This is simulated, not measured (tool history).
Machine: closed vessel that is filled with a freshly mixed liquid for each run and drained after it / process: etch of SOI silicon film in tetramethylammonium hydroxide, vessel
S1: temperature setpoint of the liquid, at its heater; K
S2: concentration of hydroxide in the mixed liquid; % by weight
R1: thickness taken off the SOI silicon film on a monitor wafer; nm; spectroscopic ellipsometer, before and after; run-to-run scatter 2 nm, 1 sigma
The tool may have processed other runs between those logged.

{"run": 1, "hour": 0.0, "S1": 347.15, "S2": 8.5, "time in the liquid (s)": 100, "R1": 1020}
{"run": 2, "hour": 7.7, "S1": 347.15, "S2": 8.5, "time in the liquid (s)": 100, "R1": 1017.6}
{"run": 3, "hour": 9.8, "S1": 347.15, "S2": 8.5, "time in the liquid (s)": 105, "R1": 1067.9}
{"run": 4, "hour": 12.5, "S1": 347.15, "S2": 8.5, "time in the liquid (s)": 105, "R1": 1066.7}
{"run": 5, "hour": 20.4, "S1": 344.65, "S2": 8.5, "time in the liquid (s)": 105, "R1": 922.5}
{"run": 6, "hour": 22.7, "S1": 340.65, "S2": 8.5, "time in the liquid (s)": 105, "R1": 733.72}

For run 7, what comes out?
{"run": 7, "hour": 27.6, "S1": 340.15, "S2": 8.5, "time in the liquid (s)": 105, "R1": "?"}

{"run 7": {"R1": 708.32}}
